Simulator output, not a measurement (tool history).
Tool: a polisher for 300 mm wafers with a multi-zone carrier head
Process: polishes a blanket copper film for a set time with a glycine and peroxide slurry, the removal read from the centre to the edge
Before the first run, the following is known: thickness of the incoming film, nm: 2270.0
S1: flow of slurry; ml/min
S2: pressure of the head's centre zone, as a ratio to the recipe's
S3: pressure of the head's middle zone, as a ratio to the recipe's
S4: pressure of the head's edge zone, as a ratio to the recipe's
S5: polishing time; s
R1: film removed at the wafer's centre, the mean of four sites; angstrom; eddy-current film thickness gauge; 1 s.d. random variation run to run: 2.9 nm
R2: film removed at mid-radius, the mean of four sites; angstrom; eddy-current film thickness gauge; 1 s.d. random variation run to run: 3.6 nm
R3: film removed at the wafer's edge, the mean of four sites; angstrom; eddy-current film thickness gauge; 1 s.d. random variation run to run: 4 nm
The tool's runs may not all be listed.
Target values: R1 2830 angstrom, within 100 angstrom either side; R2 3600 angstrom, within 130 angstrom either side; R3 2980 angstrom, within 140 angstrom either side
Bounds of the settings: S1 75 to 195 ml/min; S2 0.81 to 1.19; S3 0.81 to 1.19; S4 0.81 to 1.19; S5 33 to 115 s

Run 1, day 0: S1 125 ml/min, S2 1, S3 1, S4 1, S5 73 s. Result: R1 3689.1 angstrom, R2 3895.5 angstrom, R3 3702.7 angstrom.
Run 2, day 0.088: S1 120 ml/min, S2 0.99, S3 1.01, S4 0.98, S5 72 s. Result: R1 3605.2 angstrom, R2 3858.5 angstrom, R3 3693.9 angstrom.
Run 3, day 0.267: S1 120 ml/min, S2 0.99, S3 1.01, S4 0.98, S5 53 s. Result: R1 2615 angstrom, R2 2822.2 angstrom, R3 2677.3 angstrom.
Run 4, day 0.408: S1 125 ml/min, S2 0.98, S3 1.02, S4 0.98, S5 53 s. Result: R1 2699.8 angstrom, R2 2852.7 angstrom, R3 2670.2 angstrom.
Run 5, day 0.746: S1 125 ml/min, S2 0.97, S3 1.04, S4 0.98, S5 54 s. Result: R1 2667.6 angstrom, R2 2929.8 angstrom, R3 2755.6 angstrom.
Run 6, day 1.033: S1 130 ml/min, S2 0.96, S3 1.06, S4 0.97, S5 54 s. Result: R1 2688.6 angstrom, R2 3015.9 angstrom, R3 2746.3 angstrom.
Run 7, day 1.138: S1 135 ml/min, S2 0.95, S3 1.07, S4 0.97, S5 54 s. Result: R1 2669.8 angstrom, R2 3118.2 angstrom, R3 2724.9 angstrom.
Run 8, day 1.304: S1 140 ml/min, S2 0.95, S3 1.08, S4 0.98, S5 54 s. Result: R1 2682.9 angstrom, R2 3172.5 angstrom, R3 2779.9 angstrom.
Run 9, day 1.592: S1 145 ml/min, S2 0.95, S3 1.08, S4 0.98, S5 54 s. Result: R1 2712.9 angstrom, R2 3208.5 angstrom, R3 2829.9 angstrom.
Run 10, day 1.917: S1 150 ml/min, S2 0.95, S3 1.09, S4 0.98, S5 54 s. Result: R1 2726.7 angstrom, R2 3247.6 angstrom, R3 2840.1 angstrom.
Run 11, day 1.983: S1 155 ml/min, S2 0.95, S3 1.1, S4 0.98, S5 54 s. Result: R1 2787.9 angstrom, R2 3266.7 angstrom, R3 2811.1 angstrom.
Run 12, day 2.225: S1 155 ml/min, S2 0.95, S3 1.11, S4 0.98, S5 54 s. Result: R1 2766.6 angstrom, R2 3263.5 angstrom, R3 2812.2 angstrom.
Run 13, day 2.533: S1 165 ml/min, S2 0.93, S3 1.14, S4 0.99, S5 55 s. Result: R1 2826.9 angstrom, R2 3462.3 angstrom, R3 2888.5 angstrom.

Of the 5 settings listed for the next run, only one would bring every result within its allowed miss of target. Which one?
Run A, day 2.842: S1 170 ml/min, S2 0.96, S3 1.19, S4 0.95, S5 58 s. Result: R1 ?, R2 ?, R3 ?.
Run B, day 2.842: S1 145 ml/min, S2 0.97, S3 1.05, S4 1.02, S5 57 s. Result: R1 ?, R2 ?, R3 ?.
Run C, day 2.842: S1 165 ml/min, S2 1, S3 1.18, S4 0.96, S5 52 s. Result: R1 ?, R2 ?, R3 ?.
Run D, day 2.842: S1 150 ml/min, S2 0.92, S3 1.02, S4 1.09, S5 57 s. Result: R1 ?, R2 ?, R3 ?.
Run E, day 2.842: S1 180 ml/min, S2 0.95, S3 1.19, S4 1.07, S5 54 s. Result: R1 ?, R2 ?, R3 ?.

move      R1      R2      R3
   A  3042.8  3770.7  3072.5
   B  2915.7  3226.9  3060.8
   C  2825.2  3337.3  2757.8
   D  2785.7  3171.1  3180.5
   E  2834.2  3544.8  3052.5
A: takes the biggest miss from the last run beyond its target
B: lands further from the targets than the last run did
C: lands further from the targets than the last run did
D: lands further from the targets than the last run did
E: hits every target within its allowed miss
Move E is the one to make.
